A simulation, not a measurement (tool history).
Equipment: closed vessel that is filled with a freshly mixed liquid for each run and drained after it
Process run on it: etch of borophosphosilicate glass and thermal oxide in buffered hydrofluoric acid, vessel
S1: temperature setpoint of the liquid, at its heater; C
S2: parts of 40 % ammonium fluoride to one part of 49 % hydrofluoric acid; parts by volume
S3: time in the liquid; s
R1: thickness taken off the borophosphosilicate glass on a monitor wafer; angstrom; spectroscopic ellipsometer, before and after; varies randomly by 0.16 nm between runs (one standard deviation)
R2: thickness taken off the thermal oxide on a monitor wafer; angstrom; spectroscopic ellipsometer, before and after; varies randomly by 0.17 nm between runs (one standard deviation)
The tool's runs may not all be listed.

| run | hour | S1 | S2 | S3 | R1 | R2 |
|---|---|---|---|---|---|---|
| 1 | 0.0 | 25.0 | 10.5 | 60 | 799.07 | 631.11 |
| 2 | 7.0 | 25.0 | 8.0 | 60 | 1029.50 | 806.40 |
| 3 | 10.2 | 23.5 | 9.5 | 60 | 797.06 | 636.75 |
| 4 | 19.6 | 25.0 | 9.5 | 60 | 866.21 | 691.22 |
| 5 | 27.0 | 23.5 | 10.5 | 60 | 737.00 | 585.09 |
| 6 | 35.5 | 22.0 | 11.5 | 60 | 626.06 | 496.64 |
| 7 | 42.8 | 21.0 | 12.5 | 60 | 545.74 | 429.89 |

What does the tool deliver on the next run?
| 8 | 45.5 | 20.0 | 13.0 | 60 | ? | ? |

R1: 499.39 angstrom
R2: 391.48 angstrom
